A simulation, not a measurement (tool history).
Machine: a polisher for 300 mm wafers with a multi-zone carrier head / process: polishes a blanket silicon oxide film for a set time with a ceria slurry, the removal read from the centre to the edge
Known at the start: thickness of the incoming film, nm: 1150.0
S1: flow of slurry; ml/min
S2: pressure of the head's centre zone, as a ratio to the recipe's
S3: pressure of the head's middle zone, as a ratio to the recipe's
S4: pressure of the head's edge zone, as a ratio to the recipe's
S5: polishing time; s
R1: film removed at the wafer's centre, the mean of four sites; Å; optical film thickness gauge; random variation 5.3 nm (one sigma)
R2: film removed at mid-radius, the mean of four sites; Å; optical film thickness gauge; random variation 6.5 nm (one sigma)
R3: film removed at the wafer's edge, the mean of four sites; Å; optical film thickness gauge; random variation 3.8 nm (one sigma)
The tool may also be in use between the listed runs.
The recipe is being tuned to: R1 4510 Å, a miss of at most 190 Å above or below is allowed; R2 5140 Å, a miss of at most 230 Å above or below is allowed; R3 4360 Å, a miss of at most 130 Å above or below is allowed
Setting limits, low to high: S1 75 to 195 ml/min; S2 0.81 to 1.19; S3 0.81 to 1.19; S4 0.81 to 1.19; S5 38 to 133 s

{"run": 1, "day": 0.0, "S1": 125, "S2": 1, "S3": 1, "S4": 1, "S5": 85, "R1": 3057.1, "R2": 2954.7, "R3": 3092.4}
{"run": 2, "day": 0.142, "S1": 130, "S2": 1, "S3": 1.02, "S4": 1, "S5": 88, "R1": 3191.3, "R2": 3214.4, "R3": 3275.4}
{"run": 3, "day": 0.204, "S1": 130, "S2": 1, "S3": 1.02, "S4": 0.92, "S5": 88, "R1": 3140.4, "R2": 3156.2, "R3": 3156}
{"run": 4, "day": 0.496, "S1": 130, "S2": 1, "S3": 0.96, "S4": 0.92, "S5": 88, "R1": 3182.8, "R2": 3037.9, "R3": 3157.4}
{"run": 5, "day": 0.562, "S1": 145, "S2": 1, "S3": 0.96, "S4": 0.92, "S5": 88, "R1": 3243.2, "R2": 3101.7, "R3": 3178}
{"run": 6, "day": 0.725, "S1": 145, "S2": 1, "S3": 0.96, "S4": 0.92, "S5": 69, "R1": 2577.9, "R2": 2421.3, "R3": 2466.8}
{"run": 7, "day": 1.008, "S1": 150, "S2": 1, "S3": 0.98, "S4": 0.92, "S5": 73, "R1": 2748.7, "R2": 2659.2, "R3": 2671.2}
{"run": 8, "day": 1.083, "S1": 185, "S2": 1.07, "S3": 1.08, "S4": 0.94, "S5": 97, "R1": 3979.3, "R2": 3972.9, "R3": 3689.3}
{"run": 9, "day": 1.321, "S1": 185, "S2": 1.07, "S3": 1.09, "S4": 0.94, "S5": 98, "R1": 4068.5, "R2": 4067.1, "R3": 3718}

Which one of the following 4 next-run settings gets every result inside its allowed miss? There is exactly one.
{"run": "A", "day": 1.558, "S1": 190, "S2": 0.87, "S3": 1.19, "S4": 0.89, "S5": 108, "R1": "?", "R2": "?", "R3": "?"}
{"run": "B", "day": 1.558, "S1": 160, "S2": 0.98, "S3": 1.17, "S4": 0.89, "S5": 120, "R1": "?", "R2": "?", "R3": "?"}
{"run": "C", "day": 1.558, "S1": 195, "S2": 0.97, "S3": 1.19, "S4": 0.87, "S5": 99, "R1": "?", "R2": "?", "R3": "?"}
{"run": "D", "day": 1.558, "S1": 185, "S2": 1.13, "S3": 0.9, "S4": 1.08, "S5": 99, "R1": "?", "R2": "?", "R3": "?"}

move=A R1=3633.3 R2=4756.4 R3=3999.7
move=B R1=4406.1 R2=5056 R3=4351.6
move=C R1=3733.2 R2=4375.1 R3=3639.3
move=D R1=4305.8 R2=3420.1 R3=4025.1
A: closes in on the targets versus the last run, not all within tolerance yet
B: hits every target within its allowed miss
C: lands further from the targets than the last run did
D: lands further from the targets than the last run did
So the answer is move B, the one that meets all the targets.

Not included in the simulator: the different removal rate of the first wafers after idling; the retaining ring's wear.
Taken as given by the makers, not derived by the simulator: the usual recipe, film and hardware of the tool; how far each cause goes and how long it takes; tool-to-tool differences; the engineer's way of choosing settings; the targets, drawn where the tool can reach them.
